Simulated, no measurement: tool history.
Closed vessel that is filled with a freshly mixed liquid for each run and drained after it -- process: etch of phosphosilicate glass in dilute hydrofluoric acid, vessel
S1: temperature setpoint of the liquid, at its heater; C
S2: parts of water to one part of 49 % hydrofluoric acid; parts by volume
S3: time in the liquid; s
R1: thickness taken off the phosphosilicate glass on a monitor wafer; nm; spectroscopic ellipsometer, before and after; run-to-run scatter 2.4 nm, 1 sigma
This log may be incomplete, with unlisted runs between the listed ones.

run    day    S1   S2   S3      R1
  1  0.000  24.0   75  100  254.94
  2  0.167  24.0  100  100  188.83
  3  0.292  25.0  100  100  190.28
  4  0.633  24.0  100  100  187.99
  5  0.692  25.0   95  100  206.51
  6  0.983  25.0   95  100  203.19
  7  1.046  26.0   90  100  224.69
  8  1.217  27.0   90  100  235.70
  9  1.483  27.5   90  100  241.55
 10  1.858  28.0   90  100  243.10
 11  2.133  28.5   90  100  247.19
 12  2.333  29.0   90  100  252.90
 13  2.371  29.5   90  100  258.95
 14  2.738  30.0   90  100  267.19

Forecast run 15:
 15  3.000  30.5  90  100   ?

R1: 271.90 nm
